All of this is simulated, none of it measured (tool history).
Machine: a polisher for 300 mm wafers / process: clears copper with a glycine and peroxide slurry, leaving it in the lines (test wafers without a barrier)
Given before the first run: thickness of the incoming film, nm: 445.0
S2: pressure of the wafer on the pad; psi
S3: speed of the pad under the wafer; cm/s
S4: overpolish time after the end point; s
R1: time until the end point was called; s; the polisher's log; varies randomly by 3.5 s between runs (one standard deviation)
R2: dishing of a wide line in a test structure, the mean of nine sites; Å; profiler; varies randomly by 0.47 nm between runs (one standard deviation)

Run 1, hour 0.0: flow of slurry (ml/min) 140, S2 1.9 psi, S3 82 cm/s, S4 17 s. Result: R1 123.74 s, R2 448.98 Å.
Run 2, hour 6.8: flow of slurry (ml/min) 140, S2 2.2 psi, S3 82 cm/s, S4 17 s. Result: R1 111.64 s, R2 490.14 Å.
Run 3, hour 13.6: flow of slurry (ml/min) 140, S2 2.1 psi, S3 80 cm/s, S4 16 s. Result: R1 121.05 s, R2 453.69 Å.
Run 4, hour 18.2: flow of slurry (ml/min) 140, S2 2.0 psi, S3 80 cm/s, S4 15 s. Result: R1 124.24 s, R2 417.09 Å.
Run 5, hour 26.6: flow of slurry (ml/min) 140, S2 1.9 psi, S3 80 cm/s, S4 14 s. Result: R1 129.21 s, R2 370.80 Å.
Run 6, hour 29.6: flow of slurry (ml/min) 140, S2 1.8 psi, S3 80 cm/s, S4 14 s. Result: R1 132.88 s, R2 361.52 Å.
Run 7, hour 31.4: flow of slurry (ml/min) 140, S2 1.7 psi, S3 80 cm/s, S4 14 s. Result: R1 137.21 s, R2 353.98 Å.
Run 8, hour 32.3: flow of slurry (ml/min) 140, S2 1.6 psi, S3 80 cm/s, S4 14 s. Result: R1 139.02 s, R2 343.33 Å.
Run 9, hour 38.9: flow of slurry (ml/min) 140, S2 1.5 psi, S3 80 cm/s, S4 14 s. Result: R1 148.06 s, R2 324.73 Å.

Forecast run 10:
Run 10, hour 43.0: flow of slurry (ml/min) 140, S2 1.4 psi, S3 80 cm/s, S4 14 s. Result: R1 ?, R2 ?.

R1: 159.79 s
R2: 313.92 Å
